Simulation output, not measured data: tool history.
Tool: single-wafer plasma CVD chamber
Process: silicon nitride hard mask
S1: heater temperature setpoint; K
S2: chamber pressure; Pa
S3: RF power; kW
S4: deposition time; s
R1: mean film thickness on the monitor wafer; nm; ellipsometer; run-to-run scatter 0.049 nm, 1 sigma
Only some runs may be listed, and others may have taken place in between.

run 1 day=0.000 | S1=668.15 S2=212 S3=0.240 S4=14.5 | R1=15.990
run 2 day=0.142 | S1=668.15 S2=212 S3=0.240 S4=14.5 | R1=15.965
run 3 day=0.221 | S1=673.15 S2=212 S3=0.240 S4=14.5 | R1=15.949
run 4 day=0.512 | S1=665.15 S2=212 S3=0.240 S4=14.5 | R1=15.940
run 5 day=0.554 | S1=665.15 S2=212 S3=0.240 S4=14.5 | R1=16.036
run 6 day=0.592 | S1=665.15 S2=227 S3=0.245 S4=14.5 | R1=16.331

Run 7 is up next; what results do you expect?
run 7 day=0.625 | S1=665.15 S2=232 S3=0.255 S4=14.5 | R1=?

Run 7 came out at R1 16.826 nm.
